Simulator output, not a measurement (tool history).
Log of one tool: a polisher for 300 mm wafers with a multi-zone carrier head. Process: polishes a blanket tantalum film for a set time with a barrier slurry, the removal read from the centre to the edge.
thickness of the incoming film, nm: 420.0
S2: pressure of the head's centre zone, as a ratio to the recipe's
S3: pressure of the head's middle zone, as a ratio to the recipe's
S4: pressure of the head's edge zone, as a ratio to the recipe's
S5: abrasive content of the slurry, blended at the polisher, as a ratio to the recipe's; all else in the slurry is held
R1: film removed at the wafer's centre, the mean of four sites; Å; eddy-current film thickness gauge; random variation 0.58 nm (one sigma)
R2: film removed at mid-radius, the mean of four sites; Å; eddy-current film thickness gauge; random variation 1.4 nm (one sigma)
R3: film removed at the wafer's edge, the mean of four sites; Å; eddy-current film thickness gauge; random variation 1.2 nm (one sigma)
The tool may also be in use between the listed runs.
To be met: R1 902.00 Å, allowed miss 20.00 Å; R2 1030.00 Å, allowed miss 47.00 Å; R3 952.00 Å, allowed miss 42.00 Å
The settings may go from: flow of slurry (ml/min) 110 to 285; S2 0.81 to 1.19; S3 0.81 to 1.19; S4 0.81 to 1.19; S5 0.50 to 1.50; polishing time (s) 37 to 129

run 1 hour=0.0 | flow_of_slurry_(ml/min)=180 S2=1.00 S3=1.00 S4=1.00 S5=1.00 polishing_time_(s)=83 | R1=1269.60 R2=1267.60 R3=1264.90
run 2 hour=1.7 | flow_of_slurry_(ml/min)=180 S2=1.00 S3=1.00 S4=1.09 S5=1.00 polishing_time_(s)=83 | R1=1280.90 R2=1211.90 R3=1330.30
run 3 hour=6.9 | flow_of_slurry_(ml/min)=180 S2=1.00 S3=1.00 S4=1.09 S5=1.00 polishing_time_(s)=67 | R1=1029.30 R2=999.98 R3=1069.90
run 4 hour=14.0 | flow_of_slurry_(ml/min)=175 S2=0.99 S3=1.01 S4=1.07 S5=1.00 polishing_time_(s)=67 | R1=1008.10 R2=1023.80 R3=1055.80
run 5 hour=22.0 | flow_of_slurry_(ml/min)=175 S2=1.05 S3=1.01 S4=1.07 S5=1.00 polishing_time_(s)=67 | R1=1069.00 R2=1029.70 R3=1055.70
run 6 hour=26.1 | flow_of_slurry_(ml/min)=170 S2=1.04 S3=1.02 S4=1.06 S5=1.00 polishing_time_(s)=67 | R1=1043.80 R2=1012.70 R3=1026.80
run 7 hour=28.0 | flow_of_slurry_(ml/min)=165 S2=1.03 S3=1.03 S4=1.05 S5=1.00 polishing_time_(s)=67 | R1=1044.90 R2=1023.80 R3=1041.60
run 8 hour=32.1 | flow_of_slurry_(ml/min)=170 S2=0.93 S3=1.12 S4=0.95 S5=0.75 polishing_time_(s)=66 | R1=838.44 R2=964.96 R3=858.13
run 9 hour=33.6 | flow_of_slurry_(ml/min)=175 S2=0.93 S3=1.12 S4=0.96 S5=0.75 polishing_time_(s)=66 | R1=841.00 R2=970.89 R3=878.64
run 10 hour=35.6 | flow_of_slurry_(ml/min)=180 S2=0.93 S3=1.12 S4=0.97 S5=0.75 polishing_time_(s)=66 | R1=845.66 R2=966.47 R3=877.16
run 11 hour=43.4 | flow_of_slurry_(ml/min)=185 S2=0.93 S3=1.12 S4=0.98 S5=0.75 polishing_time_(s)=66 | R1=846.57 R2=971.75 R3=899.81
run 12 hour=52.0 | flow_of_slurry_(ml/min)=190 S2=0.93 S3=1.12 S4=0.98 S5=0.75 polishing_time_(s)=66 | R1=845.86 R2=980.71 R3=871.29
run 13 hour=60.9 | flow_of_slurry_(ml/min)=190 S2=0.93 S3=1.12 S4=0.99 S5=0.75 polishing_time_(s)=66 | R1=849.45 R2=995.29 R3=900.17
run 14 hour=62.5 | flow_of_slurry_(ml/min)=195 S2=0.93 S3=1.12 S4=1.00 S5=0.75 polishing_time_(s)=66 | R1=852.87 R2=972.26 R3=909.74
run 15 hour=65.0 | flow_of_slurry_(ml/min)=200 S2=0.93 S3=1.12 S4=1.00 S5=0.75 polishing_time_(s)=66 | R1=860.85 R2=1003.10 R3=892.63
run 16 hour=68.9 | flow_of_slurry_(ml/min)=200 S2=0.93 S3=1.12 S4=1.01 S5=0.75 polishing_time_(s)=66 | R1=853.11 R2=995.69 R3=891.52
run 17 hour=69.7 | flow_of_slurry_(ml/min)=200 S2=0.93 S3=1.12 S4=1.02 S5=0.75 polishing_time_(s)=66 | R1=862.77 R2=985.38 R3=900.47
run 18 hour=76.2 | flow_of_slurry_(ml/min)=205 S2=0.93 S3=1.12 S4=1.03 S5=0.75 polishing_time_(s)=66 | R1=868.19 R2=991.02 R3=940.25
run 19 hour=82.2 | flow_of_slurry_(ml/min)=210 S2=0.93 S3=1.12 S4=1.03 S5=0.75 polishing_time_(s)=66 | R1=851.67 R2=1005.50 R3=911.53
run 20 hour=89.2 | flow_of_slurry_(ml/min)=210 S2=0.94 S3=1.12 S4=1.04 S5=0.75 polishing_time_(s)=66 | R1=866.83 R2=989.70 R3=923.46

Which of these 5 next moves meets every target?
run A hour=96.2 | flow_of_slurry_(ml/min)=220 S2=1.01 S3=1.19 S4=0.89 S5=0.85 polishing_time_(s)=61 | R1=? R2=? R3=?
run B hour=96.2 | flow_of_slurry_(ml/min)=155 S2=0.98 S3=0.99 S4=1.19 S5=0.65 polishing_time_(s)=78 | R1=? R2=? R3=?
run C hour=96.2 | flow_of_slurry_(ml/min)=200 S2=0.89 S3=1.17 S4=1.06 S5=0.70 polishing_time_(s)=70 | R1=? R2=? R3=?
run D hour=96.2 | flow_of_slurry_(ml/min)=200 S2=0.87 S3=1.10 S4=1.09 S5=0.75 polishing_time_(s)=68 | R1=? R2=? R3=?
run E hour=96.2 | flow_of_slurry_(ml/min)=205 S2=0.98 S3=1.18 S4=1.13 S5=0.50 polishing_time_(s)=84 | R1=? R2=? R3=?

move=A R1=914.26 R2=1005.40 R3=836.50
move=B R1=951.26 R2=933.49 R3=1052.20
move=C R1=848.68 R2=1029.50 R3=946.42
move=D R1=836.07 R2=984.65 R3=965.44
move=E R1=898.42 R2=1008.40 R3=950.45
A: brings the result that was furthest off to its target, and leaves another outside
B: takes the result that was furthest off past its target
C: further off than the last run
D: further off than the last run
E: meets every target
Answer: E

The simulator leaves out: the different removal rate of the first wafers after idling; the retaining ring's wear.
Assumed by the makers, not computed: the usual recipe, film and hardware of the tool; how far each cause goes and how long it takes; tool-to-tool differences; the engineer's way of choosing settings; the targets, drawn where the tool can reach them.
